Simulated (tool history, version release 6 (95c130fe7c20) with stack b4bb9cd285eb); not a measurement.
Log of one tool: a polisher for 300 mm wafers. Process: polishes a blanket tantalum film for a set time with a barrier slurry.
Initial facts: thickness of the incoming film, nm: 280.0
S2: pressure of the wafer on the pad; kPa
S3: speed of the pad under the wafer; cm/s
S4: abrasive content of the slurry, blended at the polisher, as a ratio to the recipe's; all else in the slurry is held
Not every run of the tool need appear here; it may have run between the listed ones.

run 1 hour=0 | flow_of_slurry_(ml/min)=125 S2=9 S3=104 S4=1 polishing_time_(s)=108 | film_removed_(Å)=1222.7
run 2 hour=4.5 | flow_of_slurry_(ml/min)=125 S2=9 S3=104 S4=1 polishing_time_(s)=108 | film_removed_(Å)=1220.1
run 3 hour=13.3 | flow_of_slurry_(ml/min)=120 S2=8.3 S3=102 S4=1 polishing_time_(s)=108 | film_removed_(Å)=1124.6
run 4 hour=17.6 | flow_of_slurry_(ml/min)=120 S2=7.6 S3=98 S4=1 polishing_time_(s)=108 | film_removed_(Å)=1005.1
run 5 hour=22 | flow_of_slurry_(ml/min)=115 S2=6.9 S3=94 S4=1 polishing_time_(s)=108 | film_removed_(Å)=901.69
run 6 hour=29.9 | flow_of_slurry_(ml/min)=115 S2=6.9 S3=90 S4=1 polishing_time_(s)=108 | film_removed_(Å)=853.07
run 7 hour=32.2 | flow_of_slurry_(ml/min)=80 S2=4.1 S3=74 S4=1 polishing_time_(s)=108 | film_removed_(Å)=477.09

What will run 8 give?
run 8 hour=35.9 | flow_of_slurry_(ml/min)=85 S2=4.1 S3=74 S4=1 polishing_time_(s)=108 | film_removed_(Å)=?

{"run 8": {"film removed (Å)": 483.68}}
